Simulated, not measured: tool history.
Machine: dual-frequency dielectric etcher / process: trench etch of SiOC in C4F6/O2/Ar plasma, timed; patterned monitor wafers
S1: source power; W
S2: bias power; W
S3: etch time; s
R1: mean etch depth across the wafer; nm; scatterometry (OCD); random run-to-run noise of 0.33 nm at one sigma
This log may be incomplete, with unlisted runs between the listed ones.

Run 1, hour 0.0: S1 410 W, S2 255 W, S3 26.5 s. Result: R1 60.207 nm.
Run 2, hour 4.5: S1 340 W, S2 255 W, S3 26.5 s. Result: R1 55.651 nm.
Run 3, hour 8.8: S1 340 W, S2 255 W, S3 28.0 s. Result: R1 58.725 nm.
Run 4, hour 17.0: S1 330 W, S2 252 W, S3 28.0 s. Result: R1 57.300 nm.
Run 5, hour 20.0: S1 380 W, S2 252 W, S3 28.0 s. Result: R1 61.493 nm.
Run 6, hour 22.7: S1 330 W, S2 252 W, S3 28.0 s. Result: R1 57.697 nm.
Run 7, hour 23.3: S1 320 W, S2 250 W, S3 28.0 s. Result: R1 56.560 nm.
Run 8, hour 31.9: S1 310 W, S2 249 W, S3 28.0 s. Result: R1 55.945 nm.

What does the tool deliver on the next run?
Run 9, hour 34.8: S1 300 W, S2 248 W, S3 28.0 s. Result: R1 ?.

Run 9 came out at R1 54.689 nm.

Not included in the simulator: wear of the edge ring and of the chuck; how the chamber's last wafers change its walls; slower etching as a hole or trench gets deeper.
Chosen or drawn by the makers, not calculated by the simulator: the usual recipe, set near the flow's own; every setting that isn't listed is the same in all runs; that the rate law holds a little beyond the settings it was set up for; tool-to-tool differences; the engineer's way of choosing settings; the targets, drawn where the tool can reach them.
